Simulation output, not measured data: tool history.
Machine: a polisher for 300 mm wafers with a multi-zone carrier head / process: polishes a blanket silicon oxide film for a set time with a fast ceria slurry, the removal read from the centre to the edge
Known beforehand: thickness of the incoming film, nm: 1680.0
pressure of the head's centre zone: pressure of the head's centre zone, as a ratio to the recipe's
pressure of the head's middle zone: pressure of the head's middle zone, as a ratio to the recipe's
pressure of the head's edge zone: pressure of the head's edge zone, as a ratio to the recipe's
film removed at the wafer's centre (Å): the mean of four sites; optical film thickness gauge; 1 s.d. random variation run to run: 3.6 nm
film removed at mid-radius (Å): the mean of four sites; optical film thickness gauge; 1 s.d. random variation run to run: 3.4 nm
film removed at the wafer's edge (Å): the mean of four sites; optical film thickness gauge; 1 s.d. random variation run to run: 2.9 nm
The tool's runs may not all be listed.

run    day  flow of slurry (ml/min)  pressure of the head's centre zone  pressure of the head's middle zone  pressure of the head's edge zone  polishing time (s)  film removed at the wafer's centre (Å)  film removed at mid-radius (Å)  film removed at the wafer's edge (Å)
  1      0                      275                                   1                                   1                                 1                  44                                    5868                          5453.9                                5635.8
  2  0.029                      270                                0.97                                0.98                              0.97                  39                                  5209.3                          4727.7                                4854.6
  3  0.317                      270                                0.97                                1.05                              0.97                  39                                  5092.6                            4988                                4935.4
  4  0.629                      260                                0.94                                1.03                              0.97                  36                                  4597.6                            4471                                4554.9
  5  0.942                      250                                0.91                                1.02                              0.95                  34                                  4264.7                          4129.4                                4238.5
  6  1.142                      315                                0.91                                1.02                              0.95                  34                                  4470.8                          4352.2                                4256.1
  7  1.338                      295                                0.89                                1.01                              0.94                  32                                  3983.2                          3957.2                                4053.1
  8  1.583                      300                                0.88                                   1                              0.92                  31                                  3861.1                          3830.4                                3858.5
  9  1.683                      295                                0.87                                0.99                               0.9                  30                                  3702.9                          3644.7                                3686.4

Run 10 comes next. What will it give?
 10  1.812                      240                                0.81                                0.93                              0.83                  27                                       ?                               ?                                     ?

{"run 10": {"film removed at the wafer's centre (Å)": 3059.3, "film removed at mid-radius (Å)": 3099.5, "film removed at the wafer's edge (Å)": 3080.3}}
